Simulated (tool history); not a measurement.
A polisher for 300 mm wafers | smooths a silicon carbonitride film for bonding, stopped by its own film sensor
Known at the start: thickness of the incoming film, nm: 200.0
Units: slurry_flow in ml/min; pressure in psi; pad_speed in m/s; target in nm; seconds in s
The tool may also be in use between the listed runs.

run  hour  slurry_flow  pressure  pad_speed  slurry_solids  target  seconds
  1   0.0          230       2.8       1.04            1.0     155  100.960
  2   1.7          230       2.8       1.28            1.0     155   85.333
  3   7.8          230       2.8       1.28            0.8     155   96.367
  4  10.7          230       2.8       1.38            0.8     155   89.946
  5  12.2          230       3.4       1.38            0.8     155   75.856
  6  15.4          260       3.4       1.38            0.8     155   72.427
  7  22.6          255       3.0       1.36            0.8     155   84.360
  8  23.5          255       3.0       1.36            0.8     155   83.312

Forecast run 9:
  9  29.6          250       2.7       1.34            0.8     155        ?

{"run 9": {"seconds": 94.283}}

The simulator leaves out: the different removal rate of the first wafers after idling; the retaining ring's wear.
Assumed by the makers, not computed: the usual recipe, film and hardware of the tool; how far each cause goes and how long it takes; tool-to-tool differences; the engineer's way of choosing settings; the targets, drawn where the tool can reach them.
